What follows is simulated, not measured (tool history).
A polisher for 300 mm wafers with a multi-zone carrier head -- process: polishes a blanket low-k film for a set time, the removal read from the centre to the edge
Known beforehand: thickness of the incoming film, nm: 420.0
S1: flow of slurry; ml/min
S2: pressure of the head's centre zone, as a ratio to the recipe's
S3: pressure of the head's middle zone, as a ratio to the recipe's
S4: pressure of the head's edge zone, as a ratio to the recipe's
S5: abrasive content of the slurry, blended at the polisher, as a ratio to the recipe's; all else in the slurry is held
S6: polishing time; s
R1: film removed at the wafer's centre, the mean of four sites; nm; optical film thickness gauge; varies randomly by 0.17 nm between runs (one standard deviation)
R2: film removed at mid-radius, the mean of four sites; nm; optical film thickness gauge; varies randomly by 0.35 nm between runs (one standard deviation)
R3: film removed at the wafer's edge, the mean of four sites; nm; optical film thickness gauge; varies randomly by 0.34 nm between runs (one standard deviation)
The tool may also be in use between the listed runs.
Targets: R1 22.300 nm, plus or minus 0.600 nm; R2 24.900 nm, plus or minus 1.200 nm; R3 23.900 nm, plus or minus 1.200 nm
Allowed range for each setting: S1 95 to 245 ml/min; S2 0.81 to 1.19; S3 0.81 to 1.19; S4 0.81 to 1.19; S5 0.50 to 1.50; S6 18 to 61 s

run,hour,S1,S2,S3,S4,S5,S6,R1,R2,R3
1,0.0,155,1.00,1.00,1.00,1.00,39,24.945,26.326,26.625
2,7.0,155,0.93,1.00,1.00,1.00,39,23.393,25.553,26.810
3,13.9,155,0.93,1.00,0.99,1.00,39,22.973,25.476,26.278
4,15.9,155,0.93,1.00,0.98,1.00,39,23.373,26.304,25.910
5,19.0,155,0.98,1.00,0.98,1.00,39,24.688,26.273,25.713
6,19.7,150,0.98,1.00,0.98,1.00,39,24.347,25.816,25.635
7,26.8,145,0.98,1.00,0.98,1.00,39,24.203,25.220,25.757
# hour 28.2: edge zone pressure recalibrated
8,28.2,115,0.94,1.05,0.89,0.95,39,21.152,23.983,21.819
9,35.7,120,0.94,1.05,0.90,0.95,39,21.465,25.199,22.955

Exactly one of the 4 candidate moves below puts every result within its allowed miss. Which one?
A,43.2,110,0.88,1.07,0.94,0.95,40,?,?,?
B,43.2,120,1.01,1.14,0.87,0.90,37,?,?,?
C,43.2,125,0.89,1.12,0.91,0.90,41,?,?,?
D,43.2,110,0.95,1.03,0.96,1.00,40,?,?,?

move,R1,R2,R3
A,20.017,25.166,23.063
B,21.234,24.405,20.282
C,20.969,26.944,23.122
D,22.239,25.060,23.975
A: further off than the last run
B: further off than the last run
C: further off than the last run
D: meets every target
Correct choice: D, which meets every target
